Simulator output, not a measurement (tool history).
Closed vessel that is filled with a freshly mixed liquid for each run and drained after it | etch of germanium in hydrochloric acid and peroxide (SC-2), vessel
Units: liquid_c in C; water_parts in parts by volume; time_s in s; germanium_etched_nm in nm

run,hour,liquid_c,water_parts,time_s,germanium_etched_nm
1,0.0,47.0,8.5,30,61.427
2,9.0,46.0,8.5,30,60.366
3,16.7,45.0,8.5,30,57.312
4,21.1,44.5,8.5,30,56.495
5,26.4,48.0,8.5,30,63.639
6,35.4,47.0,8.5,30,61.626
7,39.2,46.0,8.5,30,60.241

Run 8 comes next. What will it give?
8,45.5,45.0,8.5,30,?

Run 8 gave germanium_etched_nm 58.068 nm.

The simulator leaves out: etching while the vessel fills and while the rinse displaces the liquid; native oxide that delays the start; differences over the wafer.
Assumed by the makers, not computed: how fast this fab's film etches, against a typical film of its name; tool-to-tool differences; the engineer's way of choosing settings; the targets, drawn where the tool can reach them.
